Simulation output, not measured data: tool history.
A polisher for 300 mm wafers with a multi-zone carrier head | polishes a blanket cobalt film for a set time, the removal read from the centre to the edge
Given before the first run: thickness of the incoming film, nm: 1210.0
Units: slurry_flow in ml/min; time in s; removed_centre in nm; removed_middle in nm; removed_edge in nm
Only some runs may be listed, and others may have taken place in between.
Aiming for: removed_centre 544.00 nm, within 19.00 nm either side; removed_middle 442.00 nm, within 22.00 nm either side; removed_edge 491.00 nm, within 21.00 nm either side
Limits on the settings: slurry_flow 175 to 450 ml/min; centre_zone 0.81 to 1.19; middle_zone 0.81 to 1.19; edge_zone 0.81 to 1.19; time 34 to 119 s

run  hour  slurry_flow  centre_zone  middle_zone  edge_zone  time  removed_centre  removed_middle  removed_edge
  1   0.0          290         1.00         1.00       1.00    76          333.61          341.32        328.15
  2   6.0          295         1.04         0.98       1.04    83          380.24          360.27        371.64
  3  14.5          295         1.04         0.98       1.04   102          460.23          445.92        459.05
  4  23.0          340         1.04         0.98       1.04   102          473.42          452.38        463.13
  5  30.8          345         1.07         0.97       1.05   103          481.25          448.49        468.85
  6  38.9          345         1.10         0.96       1.05   104          503.53          449.55        467.65
  7  46.3          345         1.12         0.95       1.06   105          519.44          444.93        485.26
  8  48.3          345         1.13         0.95       1.06   105          524.32          455.43        476.50

4 candidate next runs follow, results not yet known. Just one meets every target within its allowed miss. Identify it.
  A  50.3          290         1.16         0.91       1.08   107               ?               ?             ?
  B  50.3          340         1.05         0.93       1.08   105               ?               ?             ?
  C  50.3          335         1.17         1.03       1.00   100               ?               ?             ?
  D  50.3          390         1.19         1.11       0.96   101               ?               ?             ?

move  removed_centre  removed_middle  removed_edge
   A          537.44          445.62        484.57
   B          485.70          452.84        481.36
   C          515.40          469.07        441.83
   D          537.52          511.65        442.44
A: hits every target within its allowed miss
B: lands further from the targets than the last run did
C: lands further from the targets than the last run did
D: brings the result that was furthest off to its target, and leaves another outside
Answer: A

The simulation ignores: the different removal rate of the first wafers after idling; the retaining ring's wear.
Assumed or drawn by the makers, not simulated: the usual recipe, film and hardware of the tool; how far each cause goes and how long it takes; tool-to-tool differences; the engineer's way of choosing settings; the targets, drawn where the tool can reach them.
